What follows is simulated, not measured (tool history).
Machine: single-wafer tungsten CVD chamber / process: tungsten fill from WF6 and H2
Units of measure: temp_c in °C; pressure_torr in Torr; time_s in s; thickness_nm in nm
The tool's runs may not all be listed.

run 1 hour=0.0 | temp_c=400 pressure_torr=48.2 time_s=42.7 | thickness_nm=150.14
run 2 hour=7.8 | temp_c=393 pressure_torr=48.2 time_s=42.7 | thickness_nm=131.63
run 3 hour=8.7 | temp_c=383 pressure_torr=48.2 time_s=42.7 | thickness_nm=108.15
run 4 hour=15.0 | temp_c=393 pressure_torr=48.5 time_s=42.7 | thickness_nm=131.48
run 5 hour=23.0 | temp_c=400 pressure_torr=48.7 time_s=42.7 | thickness_nm=150.69
run 6 hour=31.6 | temp_c=405 pressure_torr=48.8 time_s=42.7 | thickness_nm=165.45
run 7 hour=39.6 | temp_c=408 pressure_torr=48.9 time_s=42.7 | thickness_nm=174.22

The next listed run, before its measurement:
run 8 hour=47.5 | temp_c=408 pressure_torr=48.9 time_s=42.7 | thickness_nm=?

{"run 8": {"thickness_nm": 174.45}}
